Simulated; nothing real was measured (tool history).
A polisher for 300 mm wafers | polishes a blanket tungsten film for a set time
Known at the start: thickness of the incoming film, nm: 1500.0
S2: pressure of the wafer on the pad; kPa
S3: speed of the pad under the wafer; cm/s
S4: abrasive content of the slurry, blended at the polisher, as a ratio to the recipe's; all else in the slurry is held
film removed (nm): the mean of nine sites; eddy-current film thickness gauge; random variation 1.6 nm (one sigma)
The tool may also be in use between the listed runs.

Run 1, hour 0.0: flow of slurry (ml/min) 255, S2 19.3 kPa, S3 118 cm/s, S4 1.00, polishing time (s) 23. Result: film removed (nm) 82.865.
Run 2, hour 2.8: flow of slurry (ml/min) 255, S2 19.3 kPa, S3 118 cm/s, S4 1.00, polishing time (s) 23. Result: film removed (nm) 85.041.
Run 3, hour 8.2: flow of slurry (ml/min) 255, S2 19.3 kPa, S3 118 cm/s, S4 1.00, polishing time (s) 20. Result: film removed (nm) 74.654.
Run 4, hour 11.7: flow of slurry (ml/min) 255, S2 19.3 kPa, S3 118 cm/s, S4 1.00, polishing time (s) 23. Result: film removed (nm) 84.883.
Run 5, hour 18.6: flow of slurry (ml/min) 255, S2 22.8 kPa, S3 118 cm/s, S4 1.00, polishing time (s) 23. Result: film removed (nm) 99.428.
Run 6, hour 26.3: flow of slurry (ml/min) 255, S2 22.8 kPa, S3 118 cm/s, S4 1.15, polishing time (s) 23. Result: film removed (nm) 102.970.
Run 7, hour 29.4: flow of slurry (ml/min) 255, S2 24.8 kPa, S3 118 cm/s, S4 1.15, polishing time (s) 23. Result: film removed (nm) 111.280.
Run 8, hour 37.0: flow of slurry (ml/min) 255, S2 26.9 kPa, S3 120 cm/s, S4 1.15, polishing time (s) 23. Result: film removed (nm) 120.480.

The next listed run, before its measurement:
Run 9, hour 45.1: flow of slurry (ml/min) 255, S2 28.3 kPa, S3 124 cm/s, S4 1.15, polishing time (s) 23. Result: film removed (nm) ?.

film removed (nm): 134.120

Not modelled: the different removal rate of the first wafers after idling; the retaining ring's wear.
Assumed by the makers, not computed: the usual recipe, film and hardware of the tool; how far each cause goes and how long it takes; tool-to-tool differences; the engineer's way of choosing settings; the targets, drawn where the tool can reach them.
